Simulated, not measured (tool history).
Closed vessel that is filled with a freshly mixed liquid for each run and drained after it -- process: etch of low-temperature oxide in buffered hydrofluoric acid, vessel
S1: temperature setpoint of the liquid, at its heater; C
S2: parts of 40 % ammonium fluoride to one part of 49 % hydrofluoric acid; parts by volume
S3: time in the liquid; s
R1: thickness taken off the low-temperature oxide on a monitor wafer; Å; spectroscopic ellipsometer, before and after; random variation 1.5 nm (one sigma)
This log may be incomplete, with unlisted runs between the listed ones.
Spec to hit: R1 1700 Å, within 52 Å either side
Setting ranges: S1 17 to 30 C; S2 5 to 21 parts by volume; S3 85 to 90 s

{"run": 1, "hour": 0.0, "S1": 22, "S2": 13, "S3": 85, "R1": 1993.3}
{"run": 2, "hour": 2.3, "S1": 22, "S2": 11.5, "S3": 85, "R1": 2204}
{"run": 3, "hour": 6.8, "S1": 21.5, "S2": 11.5, "S3": 85, "R1": 2157.2}
{"run": 4, "hour": 13.1, "S1": 21.5, "S2": 11.5, "S3": 90, "R1": 2315.1}
{"run": 5, "hour": 19.7, "S1": 21.5, "S2": 13, "S3": 90, "R1": 2015.9}
{"run": 6, "hour": 23.6, "S1": 21, "S2": 13, "S3": 90, "R1": 2007.5}
{"run": 7, "hour": 32.6, "S1": 20.5, "S2": 13, "S3": 90, "R1": 1940.7}
{"run": 8, "hour": 38.5, "S1": 20, "S2": 13, "S3": 90, "R1": 1879}
{"run": 9, "hour": 46.1, "S1": 19, "S2": 13, "S3": 90, "R1": 1795.2}

Exactly one of the 5 candidate moves below puts every result within its allowed miss. Which one?
{"run": "A", "hour": 53.7, "S1": 20, "S2": 12, "S3": 85, "R1": "?"}
{"run": "B", "hour": 53.7, "S1": 21.5, "S2": 15.5, "S3": 90, "R1": "?"}
{"run": "C", "hour": 53.7, "S1": 21, "S2": 13, "S3": 85, "R1": "?"}
{"run": "D", "hour": 53.7, "S1": 20, "S2": 13, "S3": 90, "R1": "?"}
{"run": "E", "hour": 53.7, "S1": 17.5, "S2": 11, "S3": 85, "R1": "?"}

move=A R1=1926.5
move=B R1=1725.2
move=C R1=1883.5
move=D R1=1886
move=E R1=1821.2
A: further off than the last run
B: all results land within tolerance of their targets
C: further off than the last run
D: further off than the last run
E: further off than the last run
B meets every target.

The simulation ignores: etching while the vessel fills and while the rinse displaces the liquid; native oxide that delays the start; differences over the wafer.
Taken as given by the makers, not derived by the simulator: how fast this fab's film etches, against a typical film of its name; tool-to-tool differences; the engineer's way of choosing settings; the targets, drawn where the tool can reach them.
